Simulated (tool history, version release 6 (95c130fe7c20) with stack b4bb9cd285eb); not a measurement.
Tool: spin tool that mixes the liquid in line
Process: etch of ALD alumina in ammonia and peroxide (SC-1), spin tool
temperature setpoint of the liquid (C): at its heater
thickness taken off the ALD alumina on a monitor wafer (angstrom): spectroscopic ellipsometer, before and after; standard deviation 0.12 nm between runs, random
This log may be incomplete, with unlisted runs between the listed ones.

run  hour  temperature setpoint of the liquid (C)  parts of 29 % ammonia solution to one part of 30 % peroxide (parts by volume)  time under the liquid (s)  thickness taken off the ALD alumina on a monitor wafer (angstrom)
  1     0                                      47                                                                            0.7                        270                                                             133.98
  2   7.3                                      47                                                                            0.7                        290                                                             145.29
  3  10.8                                      47                                                                           0.55                        290                                                             140.95
  4  15.5                                    46.5                                                                           0.55                        290                                                              137.4
  5  20.1                                      46                                                                           0.55                        290                                                             132.96
  6  23.6                                      46                                                                           0.55                        290                                                             132.37
  7  31.2                                      45                                                                           0.55                        290                                                             125.31

Run 8 comes next. What will it give?
  8  36.5                                    44.5                                                                           0.55                        290                                                                  ?

{"run 8": {"thickness taken off the ALD alumina on a monitor wafer (angstrom)": 123.57}}
